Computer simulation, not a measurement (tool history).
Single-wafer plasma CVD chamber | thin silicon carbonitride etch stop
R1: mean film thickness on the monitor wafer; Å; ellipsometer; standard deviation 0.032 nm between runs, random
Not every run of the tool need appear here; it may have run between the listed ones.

run 1 hour=0 | RF_power_(W)=240 deposition_time_(s)=17.9 | R1=103.75
run 2 hour=1.3 | RF_power_(W)=225 deposition_time_(s)=17.5 | R1=98.993
run 3 hour=4.9 | RF_power_(W)=240 deposition_time_(s)=17.5 | R1=100.98
run 4 hour=12.2 | RF_power_(W)=225 deposition_time_(s)=17.2 | R1=96.561
run 5 hour=20.8 | RF_power_(W)=205 deposition_time_(s)=17.2 | R1=93.459
run 6 hour=29.2 | RF_power_(W)=205 deposition_time_(s)=19.8 | R1=108.25
run 7 hour=36 | RF_power_(W)=165 deposition_time_(s)=16.9 | R1=84.311

Run 8 comes next. What will it give?
run 8 hour=37.3 | RF_power_(W)=170 deposition_time_(s)=16.9 | R1=?

{"run 8": {"R1": 85.647}}
